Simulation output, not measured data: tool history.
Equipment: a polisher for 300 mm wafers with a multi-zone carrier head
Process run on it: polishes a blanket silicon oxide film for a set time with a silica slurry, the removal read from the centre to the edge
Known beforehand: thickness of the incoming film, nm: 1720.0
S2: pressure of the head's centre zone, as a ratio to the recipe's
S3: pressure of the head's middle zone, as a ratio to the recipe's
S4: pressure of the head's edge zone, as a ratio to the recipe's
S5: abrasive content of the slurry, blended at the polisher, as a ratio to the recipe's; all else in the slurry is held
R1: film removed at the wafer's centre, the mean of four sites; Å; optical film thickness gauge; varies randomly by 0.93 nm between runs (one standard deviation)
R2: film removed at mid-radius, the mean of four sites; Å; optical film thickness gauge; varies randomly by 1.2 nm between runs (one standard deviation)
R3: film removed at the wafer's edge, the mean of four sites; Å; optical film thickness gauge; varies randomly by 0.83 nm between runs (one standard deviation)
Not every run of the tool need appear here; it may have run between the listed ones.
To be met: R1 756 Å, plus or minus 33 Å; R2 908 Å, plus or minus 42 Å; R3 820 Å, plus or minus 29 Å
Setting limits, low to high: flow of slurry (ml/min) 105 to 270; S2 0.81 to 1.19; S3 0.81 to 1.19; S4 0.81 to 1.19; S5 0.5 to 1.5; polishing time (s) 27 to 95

Run 1, day 0: flow of slurry (ml/min) 175, S2 1, S3 1, S4 1, S5 1, polishing time (s) 61. Result: R1 1139.5 Å, R2 1138.5 Å, R3 1112 Å.
Run 2, day 0.354: flow of slurry (ml/min) 175, S2 1, S3 1, S4 1, S5 1, polishing time (s) 51. Result: R1 937.71 Å, R2 956.97 Å, R3 944.81 Å.
Run 3, day 0.671: flow of slurry (ml/min) 175, S2 1, S3 1, S4 1, S5 1, polishing time (s) 57. Result: R1 1089 Å, R2 1042.9 Å, R3 1052.4 Å.
Run 4, day 0.838: flow of slurry (ml/min) 170, S2 0.98, S3 1.01, S4 0.98, S5 0.95, polishing time (s) 57. Result: R1 1013.9 Å, R2 1002.6 Å, R3 1022.9 Å.
Run 5, day 1.162: flow of slurry (ml/min) 170, S2 0.98, S3 1.01, S4 1.06, S5 0.95, polishing time (s) 57. Result: R1 988.75 Å, R2 1041.5 Å, R3 1031.6 Å.
Run 6, day 1.438: flow of slurry (ml/min) 175, S2 0.98, S3 1.03, S4 1.06, S5 0.9, polishing time (s) 57. Result: R1 987.46 Å, R2 995.48 Å, R3 998.82 Å.
Run 7, day 1.75: flow of slurry (ml/min) 175, S2 0.97, S3 1.05, S4 1.07, S5 0.9, polishing time (s) 56. Result: R1 967 Å, R2 1022 Å, R3 1015.6 Å.
Run 8, day 1.967: flow of slurry (ml/min) 175, S2 0.97, S3 1.07, S4 1.08, S5 0.85, polishing time (s) 55. Result: R1 908.06 Å, R2 982.82 Å, R3 947.3 Å.
At day 2.133: slurry nozzle cleaned.
Run 9, day 2.133: flow of slurry (ml/min) 170, S2 0.96, S3 1.08, S4 1.08, S5 0.85, polishing time (s) 55. Result: R1 928.45 Å, R2 1012.2 Å, R3 1003.4 Å.
Run 10, day 2.317: flow of slurry (ml/min) 180, S2 0.95, S3 1.09, S4 1.09, S5 0.8, polishing time (s) 54. Result: R1 910.84 Å, R2 1002.4 Å, R3 950.99 Å.
Run 11, day 2.388: flow of slurry (ml/min) 180, S2 0.94, S3 1.1, S4 1.09, S5 0.75, polishing time (s) 54. Result: R1 843.33 Å, R2 961.38 Å, R3 899.66 Å.
Run 12, day 2.558: flow of slurry (ml/min) 180, S2 0.93, S3 1.1, S4 1.08, S5 0.75, polishing time (s) 54. Result: R1 828.3 Å, R2 954.56 Å, R3 901.3 Å.
Run 13, day 2.7: flow of slurry (ml/min) 185, S2 0.92, S3 1.1, S4 1.07, S5 0.75, polishing time (s) 54. Result: R1 835.77 Å, R2 942.23 Å, R3 916.56 Å.

Of the 5 settings listed for the next run, only one would bring every result within its allowed miss of target. Which one?
Run A, day 2.842: flow of slurry (ml/min) 150, S2 0.81, S3 0.99, S4 1.09, S5 0.8, polishing time (s) 58. Result: R1 ?, R2 ?, R3 ?.
Run B, day 2.842: flow of slurry (ml/min) 210, S2 0.94, S3 1.18, S4 1.13, S5 0.75, polishing time (s) 47. Result: R1 ?, R2 ?, R3 ?.
Run C, day 2.842: flow of slurry (ml/min) 175, S2 0.85, S3 0.81, S4 0.94, S5 0.75, polishing time (s) 67. Result: R1 ?, R2 ?, R3 ?.
Run D, day 2.842: flow of slurry (ml/min) 215, S2 0.86, S3 0.97, S4 1.02, S5 0.7, polishing time (s) 57. Result: R1 ?, R2 ?, R3 ?.
Run E, day 2.842: flow of slurry (ml/min) 165, S2 0.85, S3 0.85, S4 0.92, S5 1, polishing time (s) 56. Result: R1 ?, R2 ?, R3 ?.

move      R1      R2      R3
   A  787.94  979.03  983.25
   B   763.4  939.54  812.41
   C  948.72  948.37  1040.4
   D  810.93  925.23  899.58
   E   924.2  962.06    1007
A: moves away from the targets compared with the last run
B: in spec on every target
C: moves away from the targets compared with the last run
D: moves toward the targets from the last run without getting all of them in spec
E: moves away from the targets compared with the last run
B is the move that brings every result within its allowed miss.
